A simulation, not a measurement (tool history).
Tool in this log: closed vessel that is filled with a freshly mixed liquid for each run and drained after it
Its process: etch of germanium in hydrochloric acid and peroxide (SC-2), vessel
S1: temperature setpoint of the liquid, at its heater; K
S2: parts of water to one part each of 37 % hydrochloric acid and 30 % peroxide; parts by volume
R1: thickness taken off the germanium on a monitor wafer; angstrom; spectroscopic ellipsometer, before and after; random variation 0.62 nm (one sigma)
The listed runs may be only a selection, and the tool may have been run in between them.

{"run": 1, "hour": 0.0, "S1": 325.15, "S2": 7, "time in the liquid (s)": 30, "R1": 1127.9}
{"run": 2, "hour": 3.0, "S1": 324.15, "S2": 7, "time in the liquid (s)": 30, "R1": 1099.8}
{"run": 3, "hour": 11.6, "S1": 324.15, "S2": 7, "time in the liquid (s)": 30, "R1": 1100.8}
{"run": 4, "hour": 16.8, "S1": 323.15, "S2": 7, "time in the liquid (s)": 30, "R1": 1067}
{"run": 5, "hour": 22.7, "S1": 323.15, "S2": 7, "time in the liquid (s)": 30, "R1": 1071.8}
{"run": 6, "hour": 28.7, "S1": 322.15, "S2": 7, "time in the liquid (s)": 30, "R1": 1018.6}

Run 7 has not been measured yet. What should we expect?
{"run": 7, "hour": 34.9, "S1": 321.65, "S2": 7, "time in the liquid (s)": 30, "R1": "?"}

R1: 1026.9 angstrom
